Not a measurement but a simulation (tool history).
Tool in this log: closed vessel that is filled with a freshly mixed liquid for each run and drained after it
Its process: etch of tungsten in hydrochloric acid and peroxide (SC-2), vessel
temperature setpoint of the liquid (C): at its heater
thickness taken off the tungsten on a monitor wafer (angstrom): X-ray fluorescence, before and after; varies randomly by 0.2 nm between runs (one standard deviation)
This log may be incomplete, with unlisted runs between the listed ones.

run	day	temperature setpoint of the liquid (C)	parts of water to one part each of 37 % hydrochloric acid and 30 % peroxide (parts by volume)	time in the liquid (s)	thickness taken off the tungsten on a monitor wafer (angstrom)
1	0.000	64.0	6.0	95	720.27
2	0.117	63.5	6.0	95	699.57
3	0.446	70.0	6.0	95	1048.10
4	0.679	70.0	5.0	95	1183.60
5	0.854	67.5	5.0	95	1019.70
6	1.017	67.5	6.5	95	839.88
7	1.362	61.0	6.5	95	568.32

Run 8, settings as shown, results not yet in. Your forecast:
8	1.642	61.5	6.5	95	?

Run 8 gave thickness taken off the tungsten on a monitor wafer (angstrom) 583.48.

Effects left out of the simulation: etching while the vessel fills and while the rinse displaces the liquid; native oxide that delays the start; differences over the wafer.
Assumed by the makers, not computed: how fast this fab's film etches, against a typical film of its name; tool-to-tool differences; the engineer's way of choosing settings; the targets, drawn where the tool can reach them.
